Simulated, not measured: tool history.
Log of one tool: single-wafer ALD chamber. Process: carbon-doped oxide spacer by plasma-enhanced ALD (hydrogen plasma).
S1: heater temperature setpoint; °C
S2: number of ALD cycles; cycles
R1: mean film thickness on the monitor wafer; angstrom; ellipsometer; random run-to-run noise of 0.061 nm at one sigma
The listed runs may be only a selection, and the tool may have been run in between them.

run 1 hour=0 | S1=410 S2=194 | R1=95.215
run 2 hour=2.7 | S1=410 S2=177 | R1=87.162
run 3 hour=10.2 | S1=418 S2=177 | R1=85.295
run 4 hour=16.7 | S1=414 S2=190 | R1=92.142
run 5 hour=19.4 | S1=414 S2=206 | R1=100.42
run 6 hour=28 | S1=422 S2=206 | R1=98.423
run 7 hour=29.2 | S1=422 S2=206 | R1=97.274
run 8 hour=36.5 | S1=417 S2=212 | R1=102.33
run 9 hour=41.6 | S1=414 S2=217 | R1=106.12
run 10 hour=46.6 | S1=411 S2=220 | R1=107.44
run 11 hour=51.1 | S1=410 S2=224 | R1=110.64
run 12 hour=59.4 | S1=408 S2=226 | R1=112.53
run 13 hour=64.7 | S1=406 S2=227 | R1=113.11
run 14 hour=69.8 | S1=405 S2=228 | R1=114.72

Forecast run 15:
run 15 hour=79.1 | S1=404 S2=229 | R1=?

{"run 15": {"R1": 115.25}}

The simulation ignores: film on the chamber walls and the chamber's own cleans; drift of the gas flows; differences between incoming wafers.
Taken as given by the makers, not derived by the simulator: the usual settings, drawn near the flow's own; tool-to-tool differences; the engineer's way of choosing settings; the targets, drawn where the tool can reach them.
